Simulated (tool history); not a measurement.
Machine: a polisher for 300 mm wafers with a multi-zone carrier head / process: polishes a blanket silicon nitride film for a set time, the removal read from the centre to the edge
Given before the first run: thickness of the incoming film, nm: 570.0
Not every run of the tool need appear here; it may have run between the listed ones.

run	hour	flow of slurry (ml/min)	pressure of the head's centre zone	pressure of the head's middle zone	pressure of the head's edge zone	polishing time (s)	film removed at the wafer's centre (angstrom)	film removed at mid-radius (angstrom)	film removed at the wafer's edge (angstrom)
1	0.0	295	1.00	1.00	1.00	64	936.10	995.45	983.27
2	1.6	260	0.97	0.96	0.95	54	748.80	804.35	787.90
3	6.6	260	0.97	0.96	0.95	63	867.15	920.97	946.11
4	12.4	260	0.97	0.96	0.95	53	745.84	786.52	794.85
5	21.1	240	0.95	0.94	0.92	46	618.57	671.61	671.99
6	26.7	240	1.01	0.94	0.92	46	655.88	665.16	675.04
7	31.5	235	0.99	0.92	0.90	42	595.26	598.73	612.61
8	33.0	235	0.96	0.91	0.88	39	534.60	542.94	579.28
9	39.1	225	0.95	0.92	0.86	37	497.46	527.04	527.87
10	41.5	220	0.94	0.91	0.85	37	498.56	511.61	524.52

Run 11, settings as shown, results not yet in. Your forecast:
11	46.0	215	0.92	0.90	0.84	37	?	?	?

film removed at the wafer's centre (angstrom): 471.20
film removed at mid-radius (angstrom): 510.93
film removed at the wafer's edge (angstrom): 528.97
